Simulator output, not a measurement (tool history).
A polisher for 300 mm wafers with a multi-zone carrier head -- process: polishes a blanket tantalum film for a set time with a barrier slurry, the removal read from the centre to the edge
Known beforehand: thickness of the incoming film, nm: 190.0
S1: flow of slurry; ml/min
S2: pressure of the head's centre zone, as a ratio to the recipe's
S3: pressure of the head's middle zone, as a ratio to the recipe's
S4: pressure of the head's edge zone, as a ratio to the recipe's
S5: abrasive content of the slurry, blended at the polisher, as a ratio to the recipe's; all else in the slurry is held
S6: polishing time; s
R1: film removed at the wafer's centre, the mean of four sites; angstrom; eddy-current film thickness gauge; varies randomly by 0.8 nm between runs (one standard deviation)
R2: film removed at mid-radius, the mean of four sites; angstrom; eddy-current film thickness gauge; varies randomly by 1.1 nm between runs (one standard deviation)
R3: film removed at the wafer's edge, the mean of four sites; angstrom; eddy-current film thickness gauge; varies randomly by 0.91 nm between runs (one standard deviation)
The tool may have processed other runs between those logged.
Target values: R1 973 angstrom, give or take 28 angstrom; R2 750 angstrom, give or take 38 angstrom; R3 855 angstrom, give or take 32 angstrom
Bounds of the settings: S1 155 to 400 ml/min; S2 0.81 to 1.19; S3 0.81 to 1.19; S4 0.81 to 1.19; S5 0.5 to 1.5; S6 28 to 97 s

run  hour   S1    S2    S3    S4    S5  S6      R1      R2      R3
  1     0  255     1     1     1     1  62  753.53  745.95  733.52
  2   7.1  255     1     1     1   1.1  62  768.64  742.64  740.28
  3   9.2  255     1     1  0.96   1.1  62  760.17   742.8  726.35
  4  13.2  255     1     1  0.96   1.1  52  649.07  628.47  613.29
  5  18.8  255  0.97     1  0.96   1.1  52  638.24  622.75  621.56
  6    27  255  0.97     1  0.96   0.9  52  605.97  606.21  590.96
  7  35.9  260  0.99  0.99  0.98     1  53   647.9  614.17   621.4
  8  42.2  265  1.01  0.99     1  1.05  54  663.94   640.5  652.31
  9  49.7  260  1.03  0.97     1   1.1  56  727.31   667.3  679.59
 10  56.3  265  1.05  0.96  1.02  1.15  56  754.97  653.59   686.8
 11    65  265  1.05  0.96  1.02  1.15  56  735.57  667.31  688.33
 12  71.5  265  1.07  0.95  1.03   1.2  57  758.64  666.69  706.52
 13  74.5  270  1.09  0.94  1.04  1.25  58  814.08  679.06  742.89
 14  81.3  275   1.1  0.94  1.05   1.3  58  817.73  688.53  726.46
 15  83.2  255  1.12  0.84  1.06   1.3  70  997.27  738.47  877.49

Next run, 5 choices. One meets every target within its allowed miss, the rest don't. Which?
  A  85.1  275  1.09  0.84  0.99  1.25  69   ?   ?   ?
  B  85.1  220  1.19  0.88   0.9   1.4  69   ?   ?   ?
  C  85.1  240  1.14  0.81  1.06   1.1  73   ?   ?   ?
  D  85.1  260  1.19  0.92  1.01   1.1  70   ?   ?   ?
  E  85.1  260  1.08  0.83   1.1   1.2  68   ?   ?   ?

move      R1      R2      R3
   A  965.67  761.17  831.46
   B  1041.8  783.14  800.66
   C  1024.9  750.92  871.73
   D  1038.8  807.79   825.6
   E   929.1   732.5  843.38
A: all results in spec
B: lands further from the targets than the last run did
C: lands further from the targets than the last run did
D: lands further from the targets than the last run did
E: moves the result that the last run missed by most past its target, out the other side
Go with A: it meets all targets.
